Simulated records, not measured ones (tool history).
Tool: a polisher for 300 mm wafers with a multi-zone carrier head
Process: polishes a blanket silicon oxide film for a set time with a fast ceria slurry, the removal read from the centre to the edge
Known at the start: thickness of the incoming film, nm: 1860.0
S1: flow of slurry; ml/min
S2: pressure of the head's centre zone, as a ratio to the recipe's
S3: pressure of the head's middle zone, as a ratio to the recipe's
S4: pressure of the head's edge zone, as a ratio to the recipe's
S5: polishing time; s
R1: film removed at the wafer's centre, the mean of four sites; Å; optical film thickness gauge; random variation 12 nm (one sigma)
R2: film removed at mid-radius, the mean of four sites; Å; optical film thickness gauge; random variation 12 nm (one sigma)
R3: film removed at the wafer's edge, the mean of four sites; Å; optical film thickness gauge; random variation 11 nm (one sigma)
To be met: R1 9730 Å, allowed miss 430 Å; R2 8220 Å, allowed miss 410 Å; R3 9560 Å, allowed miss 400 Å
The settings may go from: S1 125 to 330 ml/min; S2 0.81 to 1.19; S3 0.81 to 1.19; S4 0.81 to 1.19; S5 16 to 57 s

{"run": 1, "hour": 0.0, "S1": 210, "S2": 1, "S3": 1, "S4": 1, "S5": 36, "R1": 7249.8, "R2": 7194.7, "R3": 7167.1}
{"run": 2, "hour": 9.0, "S1": 210, "S2": 1, "S3": 1, "S4": 1, "S5": 28, "R1": 5710.5, "R2": 5588.5, "R3": 5471.5}
{"run": 3, "hour": 12.4, "S1": 210, "S2": 1, "S3": 0.94, "S4": 1, "S5": 28, "R1": 5692.1, "R2": 5417.9, "R3": 5496.5}
{"run": 4, "hour": 15.1, "S1": 210, "S2": 1, "S3": 0.91, "S4": 1, "S5": 28, "R1": 5829.6, "R2": 5341, "R3": 5468.5}
{"run": 5, "hour": 22.6, "S1": 210, "S2": 0.93, "S3": 0.91, "S4": 1, "S5": 28, "R1": 5274.5, "R2": 5154.6, "R3": 5517.3}
{"run": 6, "hour": 30.4, "S1": 210, "S2": 0.97, "S3": 0.91, "S4": 1, "S5": 28, "R1": 5566.1, "R2": 5266, "R3": 5697.2}
{"run": 7, "hour": 37.6, "S1": 215, "S2": 0.98, "S3": 0.9, "S4": 1.01, "S5": 30, "R1": 6023.7, "R2": 5673, "R3": 6030.8}
{"run": 8, "hour": 43.3, "S1": 220, "S2": 0.99, "S3": 0.89, "S4": 1.03, "S5": 31, "R1": 6314.6, "R2": 5704.2, "R3": 6307.9}
{"run": 9, "hour": 44.6, "S1": 240, "S2": 1.06, "S3": 0.95, "S4": 1.13, "S5": 41, "R1": 8916.4, "R2": 7871.2, "R3": 8867.3}
{"run": 10, "hour": 50.8, "S1": 250, "S2": 1.08, "S3": 0.95, "S4": 1.16, "S5": 42, "R1": 9470.6, "R2": 8180.9, "R3": 9137.7}
{"run": 11, "hour": 55.4, "S1": 250, "S2": 1.08, "S3": 0.95, "S4": 1.16, "S5": 42, "R1": 9331.3, "R2": 8447.2, "R3": 9022.5}
{"run": 12, "hour": 58.0, "S1": 250, "S2": 1.08, "S3": 0.95, "S4": 1.16, "S5": 42, "R1": 9561.2, "R2": 8339.7, "R3": 9119.8}
{"run": 13, "hour": 62.1, "S1": 250, "S2": 1.08, "S3": 0.94, "S4": 1.16, "S5": 42, "R1": 9691.8, "R2": 8391, "R3": 9300.6}

Which of these 4 next moves meets every target?
{"run": "A", "hour": 66.2, "S1": 325, "S2": 1.14, "S3": 1.08, "S4": 1.06, "S5": 40, "R1": "?", "R2": "?", "R3": "?"}
{"run": "B", "hour": 66.2, "S1": 310, "S2": 1.1, "S3": 0.96, "S4": 1.12, "S5": 40, "R1": "?", "R2": "?", "R3": "?"}
{"run": "C", "hour": 66.2, "S1": 175, "S2": 1.06, "S3": 0.86, "S4": 1.12, "S5": 46, "R1": "?", "R2": "?", "R3": "?"}
{"run": "D", "hour": 66.2, "S1": 260, "S2": 1.06, "S3": 0.99, "S4": 1.11, "S5": 45, "R1": "?", "R2": "?", "R3": "?"}

move=A R1=9986.7 R2=8847.4 R3=8426.9
move=B R1=9585.1 R2=8150.4 R3=8648.5
move=C R1=9930.9 R2=8234.9 R3=9524.3
move=D R1=10206 R2=9208.8 R3=9565.6
A: further off than the last run
B: further off than the last run
C: meets every target
D: brings the result that was furthest off to its target, and leaves another outside
Move C is the one to make.
